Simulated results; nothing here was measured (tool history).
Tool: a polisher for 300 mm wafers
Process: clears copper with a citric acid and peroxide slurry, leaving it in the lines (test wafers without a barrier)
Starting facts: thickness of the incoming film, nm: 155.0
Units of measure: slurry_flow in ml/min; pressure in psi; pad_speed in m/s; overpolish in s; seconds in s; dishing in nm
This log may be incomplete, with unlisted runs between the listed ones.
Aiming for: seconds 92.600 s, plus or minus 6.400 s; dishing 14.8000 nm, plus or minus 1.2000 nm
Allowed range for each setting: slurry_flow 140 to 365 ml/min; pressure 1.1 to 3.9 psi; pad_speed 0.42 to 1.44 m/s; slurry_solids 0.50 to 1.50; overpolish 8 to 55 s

run	hour	slurry_flow	pressure	pad_speed	slurry_solids	overpolish	seconds	dishing
1	0.0	235	2.5	0.92	1.00	28	85.647	35.1510
2	5.3	235	2.3	0.94	1.00	24	87.135	28.6720
3	12.7	235	1.8	0.94	1.00	24	107.390	22.5650
4	16.6	235	1.8	1.12	1.00	24	91.495	27.6620
5	23.4	235	1.8	1.12	1.00	33	90.288	35.8960
6	29.7	235	1.8	1.12	1.00	42	95.829	43.0940
7	33.6	235	1.1	1.16	1.00	28	145.280	20.5960
# hour 37.0: slurry blender recalibrated
8	37.0	250	1.2	1.12	1.10	24	134.690	19.7440
9	41.2	230	1.4	1.10	0.95	21	119.400	20.2630
10	42.3	230	1.5	1.06	1.05	18	111.860	17.7810
11	45.2	220	1.5	1.06	1.10	17	110.470	17.3230
12	51.2	200	1.8	1.10	1.20	8	90.088	10.3320
13	54.2	200	1.8	1.10	1.20	8	86.025	10.1440
14	59.0	215	1.8	1.10	1.15	8	88.511	9.7088
15	61.5	210	1.8	1.08	1.10	9	93.170	11.1190
16	65.2	210	1.8	1.08	1.05	10	93.977	12.1740
17	67.6	215	1.8	1.08	1.00	10	93.032	12.3620
18	74.3	220	1.8	1.08	1.00	10	96.989	12.6760
19	76.7	225	1.8	1.08	1.00	10	92.733	12.4380
20	82.0	225	1.8	1.08	1.00	11	93.525	13.4350
21	88.6	230	1.8	1.08	0.95	11	91.871	13.3070
22	94.9	230	1.8	1.08	0.95	11	93.173	12.9570

Exercise: of the 4 proposed moves below, exactly one satisfies all targets within the stated allowed misses. Which move is it?
A	101.2	265	2.2	1.00	0.95	9	?	?
B	101.2	270	1.7	1.18	0.90	12	?	?
C	101.2	200	1.9	1.18	1.10	9	?	?
D	101.2	215	1.9	1.22	1.05	10	?	?

move	seconds	dishing
A	82.232	12.6970
B	90.604	15.0660
C	80.599	12.8920
D	78.181	14.6340
A: further off than the last run
B: every result within its allowed miss
C: further off than the last run
D: gets the furthest-off result to its target, but another result is out of tolerance
B is the move that brings every result within its allowed miss.
